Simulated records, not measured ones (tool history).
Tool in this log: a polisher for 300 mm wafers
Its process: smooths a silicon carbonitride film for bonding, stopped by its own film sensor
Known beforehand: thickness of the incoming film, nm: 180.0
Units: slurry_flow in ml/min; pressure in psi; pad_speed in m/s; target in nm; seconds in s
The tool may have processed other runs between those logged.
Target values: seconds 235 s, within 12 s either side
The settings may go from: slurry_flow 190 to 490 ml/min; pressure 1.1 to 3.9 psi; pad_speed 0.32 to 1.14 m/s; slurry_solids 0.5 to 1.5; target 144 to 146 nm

run  hour  slurry_flow  pressure  pad_speed  slurry_solids  target  seconds
  1     0          315       2.5       0.72              1     146    166.7
  2   7.1          315       2.4       0.72              1     146   173.43
  3  13.6          315       2.4       0.72              1     146   170.92
  4  16.6          315       2.4       0.72              1     146   174.41
  5  20.7          315       2.3       0.72              1     146   178.66
  6  22.8          275       2.3       0.72              1     146   185.34
  7  26.6          275       2.2       0.72              1     146    191.5
  8  27.7          275       2.2       0.72              1     146   191.77
  9  36.1          275       2.1       0.72              1     146   195.73
 10  37.5          275       1.6        0.7              1     146   257.41

Next run, 5 choices. One meets every target within its allowed miss, the rest don't. Which?
  A  38.9          265       1.6       0.72           0.95     144        ?
  B  38.9          285       1.5        0.6            0.9     146        ?
  C  38.9          260       1.6        0.7           1.05     144        ?
  D  38.9          225       1.9       0.56            0.8     146        ?
  E  38.9          315       1.6       0.76           1.05     146        ?

move  seconds
   A   273.94
   B   318.31
   C   267.87
   D   295.61
   E   233.35
A: lands further from the targets than the last run did
B: lands further from the targets than the last run did
C: lands further from the targets than the last run did
D: lands further from the targets than the last run did
E: every result within its allowed miss
So the answer is move E, the one that meets all the targets.

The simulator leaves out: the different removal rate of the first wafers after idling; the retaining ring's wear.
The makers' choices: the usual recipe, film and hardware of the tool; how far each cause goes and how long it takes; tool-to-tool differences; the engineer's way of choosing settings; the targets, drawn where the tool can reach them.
